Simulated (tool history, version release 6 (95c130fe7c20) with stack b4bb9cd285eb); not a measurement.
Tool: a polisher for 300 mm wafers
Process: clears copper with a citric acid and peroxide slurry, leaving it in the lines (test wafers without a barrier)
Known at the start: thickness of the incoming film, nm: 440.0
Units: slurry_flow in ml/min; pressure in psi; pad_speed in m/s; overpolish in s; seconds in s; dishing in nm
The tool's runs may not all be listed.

run,hour,slurry_flow,pressure,pad_speed,slurry_solids,overpolish,seconds,dishing
1,0.0,230,3.3,1.26,1.00,28,147.02,52.837
2,4.0,255,3.3,1.26,1.00,28,137.87,52.835
3,11.8,270,3.2,1.28,1.00,25,138.97,47.719
4,14.7,280,3.1,1.32,1.00,23,140.18,45.772
5,15.4,290,3.2,1.28,1.05,21,137.48,42.171
6,24.0,300,3.3,1.26,1.10,19,132.54,40.109
7,24.9,310,3.4,1.24,1.15,18,131.56,39.364
8,29.8,310,3.4,1.24,1.15,18,126.92,39.347
9,35.2,310,2.8,1.56,1.15,8,125.01,20.183
10,42.7,310,2.9,1.54,1.15,8,121.05,21.005
11,44.1,300,3.5,1.50,1.15,18,105.64,47.054
12,52.8,290,3.5,1.52,1.15,17,106.67,44.604
13,54.6,225,3.0,1.88,0.90,8,109.30,22.633
14,59.0,290,3.0,1.78,1.00,9,104.91,25.835
15,68.0,295,3.0,1.78,1.00,9,109.22,26.241
16,76.4,300,3.0,1.78,1.00,9,106.30,25.961
17,80.2,305,3.0,1.78,1.00,9,106.21,25.849
18,81.6,305,3.0,1.78,1.00,9,108.77,25.848
19,87.6,310,3.0,1.78,1.00,9,107.94,25.791

Run 20 comes next. What will it give?
20,90.4,315,3.1,1.76,1.00,9,?,?

seconds: 104.61 s
dishing: 26.226 nm
